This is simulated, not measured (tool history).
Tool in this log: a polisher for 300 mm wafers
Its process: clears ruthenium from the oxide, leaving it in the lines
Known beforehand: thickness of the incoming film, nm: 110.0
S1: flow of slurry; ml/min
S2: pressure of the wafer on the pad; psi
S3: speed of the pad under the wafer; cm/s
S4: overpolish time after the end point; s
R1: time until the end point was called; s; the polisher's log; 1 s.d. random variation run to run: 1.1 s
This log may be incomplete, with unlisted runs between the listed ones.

| run | hour | S1 | S2 | S3 | S4 | R1 |
|---|---|---|---|---|---|---|
| 1 | 0.0 | 230 | 2.5 | 86 | 42 | 83.199 |
| 2 | 1.3 | 175 | 2.5 | 86 | 42 | 86.151 |
| 3 | 9.4 | 140 | 2.5 | 86 | 42 | 88.485 |
| 4 | 13.7 | 140 | 2.6 | 86 | 42 | 85.821 |
| 5 | 19.9 | 140 | 2.6 | 86 | 45 | 85.706 |
| 6 | 28.2 | 140 | 2.2 | 86 | 45 | 98.834 |
| 7 | 30.6 | 140 | 2.4 | 86 | 45 | 91.074 |
| 8 | 31.3 | 140 | 2.4 | 86 | 45 | 89.699 |
| 9 | 35.6 | 140 | 2.6 | 86 | 45 | 84.250 |
| 10 | 36.5 | 140 | 2.7 | 86 | 45 | 83.607 |
| 11 | 41.7 | 140 | 2.8 | 86 | 45 | 78.737 |

Forecast run 12:
| 12 | 46.8 | 140 | 2.9 | 86 | 45 | ? |

{"run 12": {"R1": 74.405}}
